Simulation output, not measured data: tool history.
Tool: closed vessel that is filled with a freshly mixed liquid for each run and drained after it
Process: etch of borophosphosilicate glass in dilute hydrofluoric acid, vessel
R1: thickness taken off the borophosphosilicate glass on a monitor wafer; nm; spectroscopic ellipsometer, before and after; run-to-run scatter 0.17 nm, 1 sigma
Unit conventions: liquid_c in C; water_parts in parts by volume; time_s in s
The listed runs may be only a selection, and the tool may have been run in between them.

{"run": 1, "hour": 0.0, "liquid_c": 20, "water_parts": 245, "time_s": 105, "R1": 13.941}
{"run": 2, "hour": 3.6, "liquid_c": 21, "water_parts": 235, "time_s": 105, "R1": 15.204}
{"run": 3, "hour": 10.3, "liquid_c": 21, "water_parts": 315, "time_s": 105, "R1": 10.519}
{"run": 4, "hour": 17.7, "liquid_c": 22, "water_parts": 295, "time_s": 105, "R1": 11.926}
{"run": 5, "hour": 26.5, "liquid_c": 23, "water_parts": 275, "time_s": 105, "R1": 13.481}
{"run": 6, "hour": 30.1, "liquid_c": 20.5, "water_parts": 275, "time_s": 105, "R1": 12.277}
{"run": 7, "hour": 33.4, "liquid_c": 21.5, "water_parts": 260, "time_s": 105, "R1": 13.617}

Estimate the outcome of run 8 from the log above:
{"run": 8, "hour": 35.6, "liquid_c": 22.5, "water_parts": 245, "time_s": 105, "R1": "?"}

R1: 15.198 nm
